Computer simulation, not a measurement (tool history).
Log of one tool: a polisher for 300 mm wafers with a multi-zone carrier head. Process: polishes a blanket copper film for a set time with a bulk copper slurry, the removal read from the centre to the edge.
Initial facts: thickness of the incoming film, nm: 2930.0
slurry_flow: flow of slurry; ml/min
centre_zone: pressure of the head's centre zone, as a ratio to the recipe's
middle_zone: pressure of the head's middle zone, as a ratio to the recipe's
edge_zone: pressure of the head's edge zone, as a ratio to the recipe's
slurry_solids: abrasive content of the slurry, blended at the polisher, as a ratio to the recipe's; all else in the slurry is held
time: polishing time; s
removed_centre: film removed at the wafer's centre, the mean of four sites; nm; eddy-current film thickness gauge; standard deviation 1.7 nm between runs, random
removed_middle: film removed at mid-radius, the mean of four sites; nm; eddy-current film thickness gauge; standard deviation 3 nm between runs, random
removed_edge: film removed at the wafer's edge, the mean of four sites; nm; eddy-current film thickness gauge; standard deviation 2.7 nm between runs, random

Run 1, hour 0: slurry_flow 130 ml/min, centre_zone 1, middle_zone 1, edge_zone 1, slurry_solids 1, time 46 s. Result: removed_centre 262.01 nm, removed_middle 258.5 nm, removed_edge 255.84 nm.
Run 2, hour 8.2: slurry_flow 130 ml/min, centre_zone 0.97, middle_zone 1.02, edge_zone 1.04, slurry_solids 1.05, time 46 s. Result: removed_centre 254.12 nm, removed_middle 267.3 nm, removed_edge 265.61 nm.
Run 3, hour 11.4: slurry_flow 135 ml/min, centre_zone 0.96, middle_zone 1.03, edge_zone 1.07, slurry_solids 1.1, time 46 s. Result: removed_centre 254.44 nm, removed_middle 270.41 nm, removed_edge 272.52 nm.
Run 4, hour 17.6: slurry_flow 135 ml/min, centre_zone 0.96, middle_zone 1.03, edge_zone 1.07, slurry_solids 1.3, time 46 s. Result: removed_centre 264.87 nm, removed_middle 283.68 nm, removed_edge 278.24 nm.
Run 5, hour 20.6: slurry_flow 135 ml/min, centre_zone 0.9, middle_zone 1.03, edge_zone 1.07, slurry_solids 1.3, time 46 s. Result: removed_centre 246.83 nm, removed_middle 281.37 nm, removed_edge 280.06 nm.
Run 6, hour 24.1: slurry_flow 140 ml/min, centre_zone 0.89, middle_zone 1.04, edge_zone 1.09, slurry_solids 1.3, time 46 s. Result: removed_centre 246.68 nm, removed_middle 288.5 nm, removed_edge 285.24 nm.

Predict the results of run 7:
Run 7, hour 28.2: slurry_flow 140 ml/min, centre_zone 0.89, middle_zone 1.04, edge_zone 1.1, slurry_solids 1.3, time 46 s. Result: removed_centre ?, removed_middle ?, removed_edge ?.

Run 7 came out at removed_centre 245.62 nm, removed_middle 283.34 nm, removed_edge 287.88 nm.

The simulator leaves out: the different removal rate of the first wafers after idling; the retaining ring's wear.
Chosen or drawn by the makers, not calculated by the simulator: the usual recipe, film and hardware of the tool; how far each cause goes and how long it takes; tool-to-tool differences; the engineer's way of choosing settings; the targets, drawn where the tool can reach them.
